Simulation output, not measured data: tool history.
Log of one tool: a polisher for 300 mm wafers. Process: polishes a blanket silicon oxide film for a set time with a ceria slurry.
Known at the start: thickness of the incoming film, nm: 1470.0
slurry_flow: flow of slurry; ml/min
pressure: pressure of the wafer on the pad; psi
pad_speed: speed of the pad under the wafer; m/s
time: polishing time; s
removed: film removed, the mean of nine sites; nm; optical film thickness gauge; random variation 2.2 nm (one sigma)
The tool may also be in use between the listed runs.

run 1 hour=0 | slurry_flow=130 pressure=2.3 pad_speed=0.84 time=51 | removed=115.07
run 2 hour=8.9 | slurry_flow=110 pressure=2.3 pad_speed=0.84 time=51 | removed=115.18
run 3 hour=10.5 | slurry_flow=110 pressure=2.4 pad_speed=0.84 time=51 | removed=113.83
run 4 hour=18.7 | slurry_flow=110 pressure=2 pad_speed=0.84 time=51 | removed=102.66
run 5 hour=21.8 | slurry_flow=110 pressure=2.1 pad_speed=0.84 time=51 | removed=106.8
run 6 hour=26.4 | slurry_flow=110 pressure=2.2 pad_speed=0.84 time=51 | removed=109.07
run 7 hour=30.2 | slurry_flow=110 pressure=2.3 pad_speed=0.84 time=51 | removed=113.17
run 8 hour=36.8 | slurry_flow=110 pressure=2.4 pad_speed=0.84 time=51 | removed=116.65
run 9 hour=41.8 | slurry_flow=110 pressure=2.5 pad_speed=0.84 time=51 | removed=117.86
run 10 hour=45.5 | slurry_flow=110 pressure=2.6 pad_speed=0.84 time=51 | removed=122.17

Forecast run 11:
run 11 hour=51.5 | slurry_flow=110 pressure=2.7 pad_speed=0.84 time=51 | removed=?

{"run 11": {"removed": 129.4}}
